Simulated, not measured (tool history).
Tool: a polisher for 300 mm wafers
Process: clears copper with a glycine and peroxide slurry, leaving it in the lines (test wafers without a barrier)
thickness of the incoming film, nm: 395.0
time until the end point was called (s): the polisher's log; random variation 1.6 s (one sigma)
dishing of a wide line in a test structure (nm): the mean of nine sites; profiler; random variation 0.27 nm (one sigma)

run    day  flow of slurry (ml/min)  pressure of the wafer on the pad (kPa)  speed of the pad under the wafer (m/s)  overpolish time after the end point (s)  time until the end point was called (s)  dishing of a wide line in a test structure (nm)
  1      0                      150                                    12.4                                    0.92                                       16                                   130.48                                           37.964
  2   0.05                      150                                    12.4                                    0.92                                       20                                   129.57                                           45.424
  3  0.292                      140                                    11.7                                    0.98                                       17                                   129.07                                           39.579
  4  0.662                      140                                    11.7                                    0.98                                       11                                   133.02                                            26.46
  5  0.925                      120                                    11.7                                    0.98                                       11                                   134.59                                           26.037
  6  0.992                      115                                      11                                    1.04                                       10                                   140.45                                           22.561
  7  1.321                      110                                      11                                    1.12                                        9                                   136.65                                           21.341
  8  1.558                      105                                      11                                    1.18                                        8                                   133.82                                           19.546
  9  1.871                      105                                      11                                    1.22                                        7                                   129.81                                           17.467
 10  2.196                      105                                      11                                    1.24                                        7                                    125.5                                           17.444
 11  2.496                      105                                      11                                    1.26                                        7                                   128.39                                           18.166
 12  2.783                      145                                    13.1                                    1.08                                        5                                   111.92                                           14.487

The next listed run, before its measurement:
 13  3.025                      140                                    13.1                                    1.08                                        5                                        ?                                                ?

Run 13 gave time until the end point was called (s) 113.2, dishing of a wide line in a test structure (nm) 14.157.
